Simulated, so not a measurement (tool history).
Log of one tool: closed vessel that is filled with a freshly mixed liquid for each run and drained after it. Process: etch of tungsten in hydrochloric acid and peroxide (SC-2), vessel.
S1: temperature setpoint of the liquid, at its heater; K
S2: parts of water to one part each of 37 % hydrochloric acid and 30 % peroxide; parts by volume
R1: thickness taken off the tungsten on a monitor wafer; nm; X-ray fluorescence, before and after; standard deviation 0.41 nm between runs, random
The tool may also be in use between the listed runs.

run 1 hour=0 | S1=327.15 S2=5 time_in_the_liquid_(s)=140 | R1=37.844
run 2 hour=6.8 | S1=328.65 S2=5 time_in_the_liquid_(s)=140 | R1=41.784
run 3 hour=10.4 | S1=329.65 S2=5 time_in_the_liquid_(s)=140 | R1=44.644
run 4 hour=12.1 | S1=330.65 S2=5 time_in_the_liquid_(s)=140 | R1=46.911
run 5 hour=15 | S1=330.65 S2=6.5 time_in_the_liquid_(s)=140 | R1=38.963
run 6 hour=17.3 | S1=330.65 S2=5 time_in_the_liquid_(s)=140 | R1=47.392
run 7 hour=21.1 | S1=331.15 S2=5 time_in_the_liquid_(s)=140 | R1=48.17

Run 8 has not been measured yet. What should we expect?
run 8 hour=24.4 | S1=334.15 S2=5 time_in_the_liquid_(s)=140 | R1=?

{"run 8": {"R1": 58.873}}

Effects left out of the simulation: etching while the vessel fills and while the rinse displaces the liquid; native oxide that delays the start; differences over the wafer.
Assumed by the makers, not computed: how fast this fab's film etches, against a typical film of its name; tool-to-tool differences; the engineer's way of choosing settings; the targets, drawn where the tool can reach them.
